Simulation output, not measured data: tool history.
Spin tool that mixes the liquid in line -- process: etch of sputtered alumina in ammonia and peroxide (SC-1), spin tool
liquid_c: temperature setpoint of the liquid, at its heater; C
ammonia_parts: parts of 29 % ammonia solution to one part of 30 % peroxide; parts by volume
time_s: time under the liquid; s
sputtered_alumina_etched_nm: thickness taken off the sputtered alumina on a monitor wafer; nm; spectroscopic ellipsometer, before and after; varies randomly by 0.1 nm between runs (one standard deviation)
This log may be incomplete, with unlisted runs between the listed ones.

run 1 hour=0 | liquid_c=60 ammonia_parts=0.45 time_s=100 | sputtered_alumina_etched_nm=7.7138
run 2 hour=4.2 | liquid_c=57 ammonia_parts=0.45 time_s=100 | sputtered_alumina_etched_nm=6.649
run 3 hour=9.3 | liquid_c=57 ammonia_parts=0.6 time_s=100 | sputtered_alumina_etched_nm=6.9357
run 4 hour=10.1 | liquid_c=57 ammonia_parts=0.6 time_s=100 | sputtered_alumina_etched_nm=6.8777
run 5 hour=12.9 | liquid_c=61.5 ammonia_parts=0.6 time_s=100 | sputtered_alumina_etched_nm=8.6884
run 6 hour=18.3 | liquid_c=62 ammonia_parts=0.6 time_s=100 | sputtered_alumina_etched_nm=9.0657

Run 7 is up next; what results do you expect?
run 7 hour=22.8 | liquid_c=63 ammonia_parts=0.6 time_s=100 | sputtered_alumina_etched_nm=?

Run 7 measured sputtered_alumina_etched_nm 9.4788 nm.
